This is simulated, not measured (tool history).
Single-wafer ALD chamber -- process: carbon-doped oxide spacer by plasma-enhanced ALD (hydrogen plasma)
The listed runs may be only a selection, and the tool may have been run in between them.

run  hour  heater temperature setpoint (K)  number of ALD cycles (cycles)  mean film thickness on the monitor wafer (Å)
  1     0                           668.15                            409                                        178.96
  2   1.9                           668.15                            455                                        199.41
  3   7.4                           660.15                            455                                        198.91
  4  16.7                           671.15                            455                                        198.72
  5  22.2                           671.15                            440                                         193.8
  6  25.4                           664.15                            440                                        193.45
  7  34.5                           664.15                            426                                        186.67
  8    43                           664.15                            414                                        180.98
  9  50.1                           664.15                            404                                        176.71
 10  56.1                           664.15                            396                                        173.19
 11  60.7                           664.15                            389                                        170.28
 12  63.9                           664.15                            383                                        167.47

What does the tool deliver on the next run?
 13  65.6                           664.15                            340                                             ?

{"run 13": {"mean film thickness on the monitor wafer (Å)": 149.29}}
